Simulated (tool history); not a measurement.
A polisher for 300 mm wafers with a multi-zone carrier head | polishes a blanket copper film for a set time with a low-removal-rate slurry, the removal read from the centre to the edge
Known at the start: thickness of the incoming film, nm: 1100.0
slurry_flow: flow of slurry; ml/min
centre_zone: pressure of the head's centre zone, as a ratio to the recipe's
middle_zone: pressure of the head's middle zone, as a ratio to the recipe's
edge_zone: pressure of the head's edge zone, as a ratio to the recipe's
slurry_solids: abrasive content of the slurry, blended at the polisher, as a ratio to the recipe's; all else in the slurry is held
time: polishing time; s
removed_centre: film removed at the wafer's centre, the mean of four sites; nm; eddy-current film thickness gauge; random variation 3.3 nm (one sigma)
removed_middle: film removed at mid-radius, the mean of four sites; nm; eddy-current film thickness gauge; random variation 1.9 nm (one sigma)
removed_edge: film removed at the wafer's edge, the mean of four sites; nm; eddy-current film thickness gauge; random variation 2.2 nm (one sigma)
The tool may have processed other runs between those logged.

{"run": 1, "hour": 0.0, "slurry_flow": 195, "centre_zone": 1, "middle_zone": 1, "edge_zone": 1, "slurry_solids": 1, "time": 70, "removed_centre": 210.73, "removed_middle": 205.48, "removed_edge": 216.9}
{"run": 2, "hour": 6.1, "slurry_flow": 195, "centre_zone": 1.09, "middle_zone": 1, "edge_zone": 1, "slurry_solids": 1, "time": 70, "removed_centre": 227.96, "removed_middle": 204.16, "removed_edge": 218.48}
{"run": 3, "hour": 8.3, "slurry_flow": 200, "centre_zone": 1.08, "middle_zone": 1.01, "edge_zone": 1.02, "slurry_solids": 1, "time": 70, "removed_centre": 219.75, "removed_middle": 206.68, "removed_edge": 222.42}
{"run": 4, "hour": 14.6, "slurry_flow": 200, "centre_zone": 1.05, "middle_zone": 1.01, "edge_zone": 1.02, "slurry_solids": 1, "time": 70, "removed_centre": 218.76, "removed_middle": 209.16, "removed_edge": 221.13}
{"run": 5, "hour": 20.3, "slurry_flow": 200, "centre_zone": 1.05, "middle_zone": 1.01, "edge_zone": 1.02, "slurry_solids": 1, "time": 81, "removed_centre": 254.27, "removed_middle": 241.75, "removed_edge": 252.4}
{"run": 6, "hour": 26.8, "slurry_flow": 200, "centre_zone": 1.04, "middle_zone": 1.01, "edge_zone": 1.02, "slurry_solids": 1, "time": 81, "removed_centre": 249.64, "removed_middle": 241.99, "removed_edge": 256.06}
{"run": 7, "hour": 33.2, "slurry_flow": 200, "centre_zone": 1.03, "middle_zone": 1.01, "edge_zone": 1.02, "slurry_solids": 1, "time": 81, "removed_centre": 241.43, "removed_middle": 243.66, "removed_edge": 257.51}
{"run": 8, "hour": 35.5, "slurry_flow": 200, "centre_zone": 1.02, "middle_zone": 1.01, "edge_zone": 1.02, "slurry_solids": 1, "time": 81, "removed_centre": 250.5, "removed_middle": 244.13, "removed_edge": 250.14}
{"run": 9, "hour": 36.5, "slurry_flow": 200, "centre_zone": 1.01, "middle_zone": 1.01, "edge_zone": 1.03, "slurry_solids": 1, "time": 81, "removed_centre": 242.99, "removed_middle": 238.67, "removed_edge": 258.28}

Run 10, settings as shown, results not yet in. Your forecast:
{"run": 10, "hour": 40.3, "slurry_flow": 200, "centre_zone": 1, "middle_zone": 1.02, "edge_zone": 1.03, "slurry_solids": 1, "time": 81, "removed_centre": "?", "removed_middle": "?", "removed_edge": "?"}

removed_centre: 241.02 nm
removed_middle: 242.98 nm
removed_edge: 256.7 nm
